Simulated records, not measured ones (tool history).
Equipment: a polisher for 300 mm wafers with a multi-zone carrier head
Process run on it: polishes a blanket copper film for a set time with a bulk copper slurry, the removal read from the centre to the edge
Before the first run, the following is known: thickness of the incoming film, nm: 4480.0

run,hour,flow of slurry (ml/min),pressure of the head's centre zone,pressure of the head's middle zone,pressure of the head's edge zone,abrasive content of the slurry,polishing time (s),film removed at the wafer's centre (nm),film removed at mid-radius (nm),film removed at the wafer's edge (nm)
1,0,190,1,1,1,1,32,188.81,190.02,192.08
2,5.5,190,1,1,1.09,1,32,187.51,188.93,191.88
3,8.2,190,1,1.01,1.09,0.95,32,187.52,185.43,194.59
4,9.8,190,1,1.02,1.07,0.95,31,180.33,180.11,190.89
5,18.7,185,0.99,1,1.05,1,30,173.73,176.63,181.94
6,21,185,0.99,1,1.05,1,26,152.65,152.97,157.55
7,21.6,190,0.99,1.02,1.04,1,26,151.77,155.59,156.99
8,29.2,195,0.99,1.03,1.04,1,26,155.46,157.78,155.74
9,35.9,200,0.95,1.11,1.06,1.05,26,149.43,167.36,163.07
10,43.3,205,0.95,1.12,1.05,1.05,26,149.49,170.36,160.41
# hour 52: worn pad replaced by a new one
11,52,220,0.99,1.12,1.03,1.05,26,175.15,185.89,175.66
12,54.7,215,0.99,1.12,1.02,1.05,26,170.85,191.57,176.27
13,61.5,210,0.99,1.11,1.01,1.05,26,173.5,188.67,174.42
14,69.8,205,0.99,1.11,1.01,1.05,26,169.96,185.34,175.07
15,77.5,205,0.98,1.1,1,1.05,26,167.69,185.45,173.28

What does the tool deliver on the next run?
16,79.5,215,0.97,1.09,0.99,1,25,?,?,?

Run 16 produced film removed at the wafer's centre (nm) 161.24, film removed at mid-radius (nm) 174.99, film removed at the wafer's edge (nm) 163.69.
